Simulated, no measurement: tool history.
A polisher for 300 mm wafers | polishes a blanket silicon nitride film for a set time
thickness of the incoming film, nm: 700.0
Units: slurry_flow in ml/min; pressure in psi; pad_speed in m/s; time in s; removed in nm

| run | hour | slurry_flow | pressure | pad_speed | time | removed |
|---|---|---|---|---|---|---|
| 1 | 0 | 215 | 3.6 | 1.24 | 42 | 101.21 |
| 2 | 2.9 | 215 | 3.2 | 1.2 | 42 | 88.747 |
| 3 | 6.4 | 215 | 2.9 | 1.16 | 42 | 78.205 |
| 4 | 14.2 | 235 | 2.9 | 1.16 | 42 | 81.099 |
| 5 | 20.4 | 235 | 3.8 | 1.16 | 42 | 106.41 |
| 6 | 29 | 225 | 3.4 | 1.14 | 42 | 94.537 |
| 7 | 30 | 220 | 3.1 | 1.12 | 42 | 84.145 |
| 8 | 31.2 | 215 | 2.1 | 1.08 | 42 | 56.298 |
| 9 | 31.8 | 210 | 2.1 | 1.08 | 42 | 56.158 |
| 10 | 40.4 | 205 | 2.1 | 1.08 | 42 | 55.385 |
| 11 | 44.2 | 205 | 2.1 | 1.08 | 42 | 56.092 |
| 12 | 51 | 200 | 2.1 | 1.08 | 42 | 55.814 |

Forecast run 13:
| 13 | 52 | 195 | 2.1 | 1.08 | 42 | ? |

removed: 54.688 nm

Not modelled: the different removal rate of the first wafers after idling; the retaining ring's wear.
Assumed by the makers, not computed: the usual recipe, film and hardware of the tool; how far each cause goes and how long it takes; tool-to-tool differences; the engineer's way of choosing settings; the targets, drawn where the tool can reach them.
